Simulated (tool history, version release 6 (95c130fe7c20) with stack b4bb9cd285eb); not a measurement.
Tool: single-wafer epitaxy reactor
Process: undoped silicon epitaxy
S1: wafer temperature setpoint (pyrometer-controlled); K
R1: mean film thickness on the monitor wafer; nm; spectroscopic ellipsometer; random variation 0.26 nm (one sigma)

Run 1, hour 0: S1 903.15 K, deposition time (s) 525. Result: R1 58.65 nm.
Run 2, hour 6.4: S1 903.15 K, deposition time (s) 454. Result: R1 51.06 nm.
Run 3, hour 11: S1 911.15 K, deposition time (s) 454. Result: R1 62.862 nm.
Run 4, hour 18.9: S1 907.15 K, deposition time (s) 453. Result: R1 56.622 nm.
Run 5, hour 21: S1 907.15 K, deposition time (s) 519. Result: R1 64.551 nm.
Run 6, hour 23.8: S1 903.15 K, deposition time (s) 518. Result: R1 58.219 nm.
Run 7, hour 25.7: S1 900.15 K, deposition time (s) 518. Result: R1 54.069 nm.

Forecast run 8:
Run 8, hour 29.4: S1 898.15 K, deposition time (s) 518. Result: R1 ?.

Run 8 gave R1 50.825 nm.

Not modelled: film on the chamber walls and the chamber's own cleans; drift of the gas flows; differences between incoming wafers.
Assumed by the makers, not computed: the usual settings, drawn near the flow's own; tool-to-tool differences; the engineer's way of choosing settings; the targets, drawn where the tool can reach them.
